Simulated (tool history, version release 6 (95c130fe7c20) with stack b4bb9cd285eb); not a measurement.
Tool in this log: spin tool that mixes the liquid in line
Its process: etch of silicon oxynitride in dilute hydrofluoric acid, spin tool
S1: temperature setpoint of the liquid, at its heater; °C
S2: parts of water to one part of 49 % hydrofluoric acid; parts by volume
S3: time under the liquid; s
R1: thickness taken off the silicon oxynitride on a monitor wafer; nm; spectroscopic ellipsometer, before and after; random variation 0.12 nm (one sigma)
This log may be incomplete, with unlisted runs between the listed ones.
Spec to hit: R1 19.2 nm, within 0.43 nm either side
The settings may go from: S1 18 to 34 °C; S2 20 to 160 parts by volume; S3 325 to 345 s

run,day,S1,S2,S3,R1
1,0,26,90,325,7.0007
2,0.283,26,75,325,8.4183
3,0.304,24.5,75,325,7.9309
4,0.45,27,65,325,10.272
5,0.658,29,60,325,12.338
6,0.767,30.5,55,325,14.434
7,1.104,31.5,55,325,15.171
8,1.392,32,55,325,15.735
9,1.646,32.5,55,325,15.966
10,1.704,34,45,325,20.806
11,1.904,33.5,45,325,20.43
12,2.158,33,45,325,19.959
13,2.454,32.5,45,325,19.683

Exactly one of the 5 candidate moves below puts every result within its allowed miss. Which one?
A,2.75,33.5,50,325,?
B,2.75,33,50,325,?
C,2.75,33,50,345,?
D,2.75,32,50,345,?
E,2.75,33,45,325,?

move,R1
A,18.437
B,18.023
C,19.132
D,18.278
E,20.14
A: pushes the last run's worst result past its target
B: pushes the last run's worst result past its target
C: every result within its allowed miss
D: pushes the last run's worst result past its target
E: the biggest miss grows against the last run
The right move is C.
